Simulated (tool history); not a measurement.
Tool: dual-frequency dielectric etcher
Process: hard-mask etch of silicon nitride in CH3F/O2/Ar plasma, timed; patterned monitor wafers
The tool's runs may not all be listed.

run,hour,source power (kW),bias power (kW),etch time (s),mean etch depth across the wafer (Å)
1,0,0.39,0.084,125.5,905.16
2,4.7,0.39,0.084,115,834.85
3,8.1,0.39,0.084,125.5,899.89
4,16.2,0.35,0.082,125.5,865.72
5,18.6,0.35,0.091,125.5,915.69
6,20.2,0.33,0.085,124.5,849.13
7,23.2,0.31,0.084,124.5,845.92

Run 8 comes next. What will it give?
8,28.4,0.26,0.067,120.5,?

mean etch depth across the wafer (Å): 700.5

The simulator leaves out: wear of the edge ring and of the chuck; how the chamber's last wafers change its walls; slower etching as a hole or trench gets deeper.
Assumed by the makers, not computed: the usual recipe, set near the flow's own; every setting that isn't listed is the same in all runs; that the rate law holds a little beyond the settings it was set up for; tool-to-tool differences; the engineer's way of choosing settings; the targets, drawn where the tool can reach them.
